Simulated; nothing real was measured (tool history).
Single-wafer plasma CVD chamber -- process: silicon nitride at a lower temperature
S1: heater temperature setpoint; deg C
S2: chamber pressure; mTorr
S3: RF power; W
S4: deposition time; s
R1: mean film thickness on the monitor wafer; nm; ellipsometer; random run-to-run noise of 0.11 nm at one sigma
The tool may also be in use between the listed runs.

| run | day | S1 | S2 | S3 | S4 | R1 |
|---|---|---|---|---|---|---|
| 1 | 0 | 335 | 1650 | 295 | 18.3 | 19.693 |
| 2 | 0.283 | 335 | 1560 | 290 | 18.3 | 19.371 |
| 3 | 0.575 | 330 | 1560 | 290 | 18.3 | 19.475 |
| 4 | 0.862 | 330 | 1560 | 310 | 18.3 | 20.277 |
| 5 | 1.033 | 330 | 1460 | 305 | 18.3 | 19.861 |
| 6 | 1.171 | 339 | 1460 | 305 | 18.3 | 19.601 |
| 7 | 1.5 | 339 | 1380 | 300 | 18.3 | 19.186 |
| 8 | 1.583 | 339 | 1110 | 290 | 18.3 | 17.514 |
| 9 | 1.617 | 339 | 1110 | 290 | 18.3 | 17.456 |

Forecast run 10:
| 10 | 1.788 | 339 | 1140 | 290 | 18.3 | ? |

{"run 10": {"R1": 17.744}}
